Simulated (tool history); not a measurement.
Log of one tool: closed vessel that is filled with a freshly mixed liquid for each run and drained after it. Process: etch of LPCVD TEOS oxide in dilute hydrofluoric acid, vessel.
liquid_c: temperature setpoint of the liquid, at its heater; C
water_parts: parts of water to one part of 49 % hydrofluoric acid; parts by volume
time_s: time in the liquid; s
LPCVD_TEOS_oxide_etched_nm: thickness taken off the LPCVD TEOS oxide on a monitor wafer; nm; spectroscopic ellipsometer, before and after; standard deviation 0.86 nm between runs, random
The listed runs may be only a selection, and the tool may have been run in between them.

run  hour  liquid_c  water_parts  time_s  LPCVD_TEOS_oxide_etched_nm
  1     0        24          290    1250                      86.752
  2   8.9        24          290    1250                      85.437
  3  15.6        24          290    1340                      91.886
  4  19.8        25          290    1340                      95.527
  5  24.5      21.5          290    1340                      84.692
  6  30.6        23          290    1340                      89.228
  7  36.4      24.5          290    1340                      94.744

For run 8, what comes out?
  8  45.1      25.5          290    1340                           ?

{"run 8": {"LPCVD_TEOS_oxide_etched_nm": 97.443}}

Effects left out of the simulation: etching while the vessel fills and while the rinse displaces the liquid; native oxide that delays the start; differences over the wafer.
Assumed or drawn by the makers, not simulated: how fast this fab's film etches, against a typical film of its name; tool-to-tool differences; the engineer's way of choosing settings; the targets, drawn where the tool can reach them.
